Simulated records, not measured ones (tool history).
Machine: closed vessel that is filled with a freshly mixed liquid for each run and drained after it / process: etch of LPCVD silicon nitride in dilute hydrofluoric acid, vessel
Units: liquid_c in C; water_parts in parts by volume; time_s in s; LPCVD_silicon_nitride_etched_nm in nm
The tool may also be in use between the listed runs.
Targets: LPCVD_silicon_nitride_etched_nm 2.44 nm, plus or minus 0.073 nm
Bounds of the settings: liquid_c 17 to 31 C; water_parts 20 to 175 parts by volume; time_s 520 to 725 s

run  hour  liquid_c  water_parts  time_s  LPCVD_silicon_nitride_etched_nm
  1     0        23           95     725                           4.3304
  2   6.9        21          100     725                           3.5495
  3   9.1        21           75     725                           4.7118
  4  17.7        20           85     720                           3.8815
  5  21.7        20          105     720                           3.1572
       27  -- hydrofluoric acid flow meter replaced
  6    27        19          105     720                           2.7297
  7  35.9      18.5          105     720                           2.6588
  8  42.2      18.5          105     720                           2.6348
  9  44.9        18          105     720                           2.5846

5 next moves are on the table. One of them brings every result within its allowed miss. Which?
  A  47.6        17           95     725                                ?
  B  47.6        18          100     695                                ?
  C  47.6        18          100     650                                ?
  D  47.6      21.5          110     610                                ?
  E  47.6      19.5          100     650                                ?

move  LPCVD_silicon_nitride_etched_nm
   A                           2.6795
   B                           2.6199
   C                           2.4503
   D                           2.6593
   E                           2.7166
A: misses by more than the last run did
B: misses by more than the last run did
C: each result inside its tolerance
D: misses by more than the last run did
E: misses by more than the last run did
C meets every target.

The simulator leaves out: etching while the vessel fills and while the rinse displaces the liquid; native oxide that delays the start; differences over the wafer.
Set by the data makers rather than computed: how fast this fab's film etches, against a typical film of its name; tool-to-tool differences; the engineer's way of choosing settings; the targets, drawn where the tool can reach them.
